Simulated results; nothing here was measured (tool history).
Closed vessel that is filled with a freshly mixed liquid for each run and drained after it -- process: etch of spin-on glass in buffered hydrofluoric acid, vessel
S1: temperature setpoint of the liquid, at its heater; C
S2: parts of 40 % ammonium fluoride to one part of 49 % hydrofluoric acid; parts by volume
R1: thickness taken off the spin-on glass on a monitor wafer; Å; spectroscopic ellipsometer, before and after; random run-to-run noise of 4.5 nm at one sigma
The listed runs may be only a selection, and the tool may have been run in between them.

{"run": 1, "day": 0.0, "S1": 22.0, "S2": 12.5, "time in the liquid (s)": 95, "R1": 2975.4}
{"run": 2, "day": 0.083, "S1": 18.5, "S2": 12.5, "time in the liquid (s)": 95, "R1": 2430.2}
{"run": 3, "day": 0.433, "S1": 18.5, "S2": 14.0, "time in the liquid (s)": 95, "R1": 2171.4}
{"run": 4, "day": 0.483, "S1": 18.5, "S2": 14.0, "time in the liquid (s)": 95, "R1": 2205.7}
{"run": 5, "day": 0.679, "S1": 20.5, "S2": 12.5, "time in the liquid (s)": 95, "R1": 2693.7}
{"run": 6, "day": 0.95, "S1": 22.0, "S2": 11.0, "time in the liquid (s)": 95, "R1": 3305.6}
{"run": 7, "day": 1.275, "S1": 23.5, "S2": 10.0, "time in the liquid (s)": 95, "R1": 3982.4}
{"run": 8, "day": 1.467, "S1": 24.5, "S2": 9.5, "time in the liquid (s)": 95, "R1": 4346.4}
{"run": 9, "day": 1.779, "S1": 25.5, "S2": 9.0, "time in the liquid (s)": 95, "R1": 4741.8}
{"run": 10, "day": 1.988, "S1": 26.5, "S2": 8.5, "time in the liquid (s)": 95, "R1": 5310.1}
{"run": 11, "day": 2.242, "S1": 27.0, "S2": 8.0, "time in the liquid (s)": 95, "R1": 5893.4}
{"run": 12, "day": 2.288, "S1": 27.5, "S2": 8.0, "time in the liquid (s)": 95, "R1": 5982.7}
{"run": 13, "day": 2.65, "S1": 28.0, "S2": 8.0, "time in the liquid (s)": 95, "R1": 6193.7}
{"run": 14, "day": 2.871, "S1": 28.5, "S2": 8.0, "time in the liquid (s)": 95, "R1": 6267.0}

Predict the results of run 15:
{"run": 15, "day": 2.912, "S1": 29.0, "S2": 8.0, "time in the liquid (s)": 95, "R1": "?"}

R1: 6489.2 Å

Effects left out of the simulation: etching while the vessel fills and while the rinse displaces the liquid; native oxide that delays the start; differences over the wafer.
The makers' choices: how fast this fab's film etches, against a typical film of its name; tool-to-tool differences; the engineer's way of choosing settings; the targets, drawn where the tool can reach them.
